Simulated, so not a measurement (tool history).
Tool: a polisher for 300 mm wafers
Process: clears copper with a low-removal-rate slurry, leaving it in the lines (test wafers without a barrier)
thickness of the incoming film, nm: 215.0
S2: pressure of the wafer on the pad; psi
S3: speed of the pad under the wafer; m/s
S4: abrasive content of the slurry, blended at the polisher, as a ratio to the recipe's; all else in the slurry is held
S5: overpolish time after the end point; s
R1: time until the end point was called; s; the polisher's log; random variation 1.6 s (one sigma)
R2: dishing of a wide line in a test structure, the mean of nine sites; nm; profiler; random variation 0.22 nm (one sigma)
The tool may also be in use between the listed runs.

{"run": 1, "day": 0.0, "flow of slurry (ml/min)": 290, "S2": 2.5, "S3": 1.02, "S4": 1.0, "S5": 14, "R1": 69.621, "R2": 25.662}
{"run": 2, "day": 0.029, "flow of slurry (ml/min)": 290, "S2": 3.0, "S3": 1.02, "S4": 1.0, "S5": 14, "R1": 58.029, "R2": 31.871}
{"run": 3, "day": 0.396, "flow of slurry (ml/min)": 290, "S2": 2.7, "S3": 1.04, "S4": 1.0, "S5": 12, "R1": 63.025, "R2": 25.448}
{"run": 4, "day": 0.683, "flow of slurry (ml/min)": 290, "S2": 2.4, "S3": 1.06, "S4": 1.0, "S5": 10, "R1": 70.065, "R2": 19.749}
{"run": 5, "day": 0.912, "flow of slurry (ml/min)": 290, "S2": 2.4, "S3": 1.2, "S4": 1.0, "S5": 10, "R1": 61.908, "R2": 22.406}
{"run": 6, "day": 1.079, "flow of slurry (ml/min)": 290, "S2": 2.2, "S3": 1.2, "S4": 1.0, "S5": 10, "R1": 66.689, "R2": 21.046}
{"run": 7, "day": 1.304, "flow of slurry (ml/min)": 295, "S2": 2.0, "S3": 1.18, "S4": 1.05, "S5": 9, "R1": 71.964, "R2": 16.485}

The next listed run, before its measurement:
{"run": 8, "day": 1.662, "flow of slurry (ml/min)": 295, "S2": 1.8, "S3": 1.18, "S4": 1.05, "S5": 9, "R1": "?", "R2": "?"}

R1: 82.160 s
R2: 15.280 nm
